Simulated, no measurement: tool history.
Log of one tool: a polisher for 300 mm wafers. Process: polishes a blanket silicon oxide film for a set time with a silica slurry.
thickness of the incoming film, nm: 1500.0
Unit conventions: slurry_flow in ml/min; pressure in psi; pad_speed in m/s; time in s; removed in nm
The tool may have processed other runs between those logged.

Run 1, hour 0: slurry_flow 320 ml/min, pressure 4.7 psi, pad_speed 1.2 m/s, slurry_solids 1, time 94 s. Result: removed 306.29 nm.
Run 2, hour 6.1: slurry_flow 320 ml/min, pressure 4.7 psi, pad_speed 1.2 m/s, slurry_solids 1, time 94 s. Result: removed 313.82 nm.
Run 3, hour 11: slurry_flow 320 ml/min, pressure 4.2 psi, pad_speed 1.2 m/s, slurry_solids 1, time 94 s. Result: removed 274.67 nm.
Run 4, hour 13.1: slurry_flow 320 ml/min, pressure 3.8 psi, pad_speed 1.2 m/s, slurry_solids 1, time 94 s. Result: removed 252.38 nm.
Run 5, hour 21.3: slurry_flow 320 ml/min, pressure 4.2 psi, pad_speed 1.2 m/s, slurry_solids 1, time 94 s. Result: removed 277.28 nm.
Run 6, hour 29.6: slurry_flow 320 ml/min, pressure 4.2 psi, pad_speed 1.2 m/s, slurry_solids 1.15, time 94 s. Result: removed 294.64 nm.
Run 7, hour 33.2: slurry_flow 320 ml/min, pressure 2.9 psi, pad_speed 1.16 m/s, slurry_solids 1.15, time 94 s. Result: removed 201.62 nm.

Forecast run 8:
Run 8, hour 33.7: slurry_flow 320 ml/min, pressure 2.8 psi, pad_speed 1.16 m/s, slurry_solids 1.15, time 94 s. Result: removed ?.

Run 8 produced removed 198.69 nm.
